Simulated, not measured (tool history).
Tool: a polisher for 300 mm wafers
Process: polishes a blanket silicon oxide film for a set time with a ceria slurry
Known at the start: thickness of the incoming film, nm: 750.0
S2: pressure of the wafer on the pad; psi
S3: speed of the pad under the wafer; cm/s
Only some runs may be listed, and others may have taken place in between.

{"run": 1, "hour": 0.0, "flow of slurry (ml/min)": 135, "S2": 4.2, "S3": 138, "polishing time (s)": 47, "film removed (Å)": 4026.2}
{"run": 2, "hour": 2.1, "flow of slurry (ml/min)": 135, "S2": 4.2, "S3": 164, "polishing time (s)": 47, "film removed (Å)": 4801.7}
{"run": 3, "hour": 5.0, "flow of slurry (ml/min)": 110, "S2": 4.2, "S3": 164, "polishing time (s)": 47, "film removed (Å)": 4627.1}
{"run": 4, "hour": 7.8, "flow of slurry (ml/min)": 105, "S2": 3.9, "S3": 164, "polishing time (s)": 47, "film removed (Å)": 4305.8}
{"run": 5, "hour": 12.5, "flow of slurry (ml/min)": 105, "S2": 4.3, "S3": 164, "polishing time (s)": 47, "film removed (Å)": 4606.9}
{"run": 6, "hour": 20.9, "flow of slurry (ml/min)": 105, "S2": 5.4, "S3": 164, "polishing time (s)": 47, "film removed (Å)": 5523.7}
{"run": 7, "hour": 22.4, "flow of slurry (ml/min)": 100, "S2": 4.7, "S3": 162, "polishing time (s)": 47, "film removed (Å)": 4760.8}
{"run": 8, "hour": 25.8, "flow of slurry (ml/min)": 95, "S2": 3.5, "S3": 160, "polishing time (s)": 47, "film removed (Å)": 3764.8}
{"run": 9, "hour": 30.7, "flow of slurry (ml/min)": 90, "S2": 3.4, "S3": 160, "polishing time (s)": 47, "film removed (Å)": 3668.4}

Expected results for the next run?
{"run": 10, "hour": 33.5, "flow of slurry (ml/min)": 90, "S2": 3.3, "S3": 160, "polishing time (s)": 47, "film removed (Å)": "?"}

{"run 10": {"film removed (Å)": 3615}}
